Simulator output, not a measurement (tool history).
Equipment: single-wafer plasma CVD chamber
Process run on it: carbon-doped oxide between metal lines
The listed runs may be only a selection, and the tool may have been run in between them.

run	day	heater temperature setpoint (K)	chamber pressure (Torr)	RF power (W)	deposition time (s)	mean film thickness on the monitor wafer (Å)
1	0	628.15	5.47	410	20.4	833.69
2	0.304	628.15	5.47	440	20.4	890.96
3	0.383	638.15	5.47	440	20.4	865.36
4	0.658	639.15	5.28	430	20.4	842.83
5	0.975	640.15	5.12	420	20.4	820.82
6	1.279	641.15	4.96	415	20.4	801.03

The next listed run, before its measurement:
7	1.642	642.15	4.76	410	20.4	?

mean film thickness on the monitor wafer (Å): 788.16

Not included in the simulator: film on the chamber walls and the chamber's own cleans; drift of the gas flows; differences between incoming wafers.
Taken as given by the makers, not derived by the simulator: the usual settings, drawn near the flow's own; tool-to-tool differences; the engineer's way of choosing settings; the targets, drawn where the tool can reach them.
